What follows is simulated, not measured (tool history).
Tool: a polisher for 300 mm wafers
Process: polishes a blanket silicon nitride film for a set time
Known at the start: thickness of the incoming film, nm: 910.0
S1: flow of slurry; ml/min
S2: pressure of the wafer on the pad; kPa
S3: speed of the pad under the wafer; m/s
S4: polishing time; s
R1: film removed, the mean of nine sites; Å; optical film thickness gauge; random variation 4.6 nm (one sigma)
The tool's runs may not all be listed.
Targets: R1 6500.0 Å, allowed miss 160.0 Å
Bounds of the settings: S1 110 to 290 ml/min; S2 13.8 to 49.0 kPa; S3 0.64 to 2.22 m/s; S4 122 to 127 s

run	hour	S1	S2	S3	S4	R1
1	0.0	185	31.0	1.42	122	4332.3
2	1.8	195	34.5	1.42	122	4714.4
3	6.7	235	34.5	1.42	122	4829.5
4	14.0	235	34.5	1.42	122	4928.4
5	14.8	240	37.2	1.42	122	5241.2
6	21.5	240	37.2	1.18	122	4483.6
7	29.0	240	40.7	1.20	122	4884.5
8	37.3	245	43.4	1.24	122	5249.0
9	44.5	250	44.8	1.28	122	5584.3
10	47.7	255	46.2	1.30	122	5859.3
11	56.0	260	46.9	1.32	122	5926.7

Which of these 5 next moves meets every target?
A	64.3	290	42.7	1.50	127	?
B	64.3	265	49.0	1.40	127	?
C	64.3	280	43.4	1.26	122	?
D	64.3	245	49.0	1.42	127	?
E	64.3	245	49.0	1.16	127	?

move	R1
A	6375.1
B	6690.4
C	5379.0
D	6709.2
E	5707.0
A: meets every target
B: takes the result that was furthest off past its target
C: further off than the last run
D: takes the result that was furthest off past its target
E: further off than the last run
Answer: A
